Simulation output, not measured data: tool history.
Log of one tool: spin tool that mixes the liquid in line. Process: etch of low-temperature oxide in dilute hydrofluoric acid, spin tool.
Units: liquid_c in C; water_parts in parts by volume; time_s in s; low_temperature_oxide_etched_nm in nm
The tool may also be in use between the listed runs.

| run | day | liquid_c | water_parts | time_s | low_temperature_oxide_etched_nm |
|---|---|---|---|---|---|
| 1 | 0 | 23 | 265 | 70 | 2.3051 |
| 2 | 0.342 | 23 | 330 | 70 | 1.7454 |
| 3 | 0.4 | 25 | 310 | 70 | 2.0464 |
| 4 | 0.546 | 21.5 | 310 | 70 | 1.7983 |
| 5 | 0.896 | 21.5 | 390 | 70 | 1.3337 |
| 6 | 1.175 | 23.5 | 350 | 70 | 1.6257 |
| 7 | 1.308 | 23.5 | 350 | 70 | 1.6284 |
| 8 | 1.492 | 25 | 320 | 70 | 1.9417 |

The next listed run, before its measurement:
| 9 | 1.675 | 26.5 | 300 | 70 | ? |

{"run 9": {"low_temperature_oxide_etched_nm": 2.2299}}
